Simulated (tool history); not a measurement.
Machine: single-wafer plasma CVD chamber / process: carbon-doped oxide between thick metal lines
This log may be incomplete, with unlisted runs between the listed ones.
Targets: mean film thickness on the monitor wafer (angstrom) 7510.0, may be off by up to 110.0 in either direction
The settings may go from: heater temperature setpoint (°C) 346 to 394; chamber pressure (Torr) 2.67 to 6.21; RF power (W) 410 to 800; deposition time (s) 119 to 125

| run | hour | heater temperature setpoint (°C) | chamber pressure (Torr) | RF power (W) | deposition time (s) | mean film thickness on the monitor wafer (angstrom) |
|---|---|---|---|---|---|---|
| 1 | 0.0 | 370 | 4.44 | 605 | 125 | 6549.4 |
| 2 | 6.5 | 367 | 4.92 | 625 | 125 | 6803.0 |
| 3 | 8.6 | 358 | 4.92 | 625 | 125 | 6953.7 |
| 4 | 11.3 | 358 | 4.41 | 625 | 125 | 6883.6 |
| 5 | 17.8 | 358 | 4.12 | 625 | 125 | 6795.6 |
| 6 | 24.9 | 350 | 4.12 | 625 | 125 | 6921.8 |
| 7 | 32.2 | 349 | 4.42 | 640 | 125 | 7143.5 |
| 8 | 32.9 | 348 | 4.63 | 645 | 125 | 7222.6 |
| 9 | 39.2 | 348 | 4.79 | 650 | 125 | 7346.2 |
| 10 | 41.1 | 348 | 4.88 | 650 | 125 | 7354.2 |
| 11 | 50.0 | 348 | 4.97 | 650 | 125 | 7388.1 |

Which single option among these 4 for the next run brings every result within its allowed miss of target? Just one does.
| A | 58.9 | 346 | 4.84 | 695 | 125 | ? |
| B | 58.9 | 346 | 5.21 | 705 | 120 | ? |
| C | 58.9 | 346 | 5.23 | 685 | 119 | ? |
| D | 58.9 | 346 | 4.85 | 715 | 125 | ? |

| move | mean film thickness on the monitor wafer (angstrom) |
|---|---|
| A | 7683.5 |
| B | 7534.8 |
| C | 7359.8 |
| D | 7807.5 |
A: takes the biggest miss from the last run beyond its target
B: each result inside its tolerance
C: further off than the last run
D: takes the biggest miss from the last run beyond its target
The right move is B.
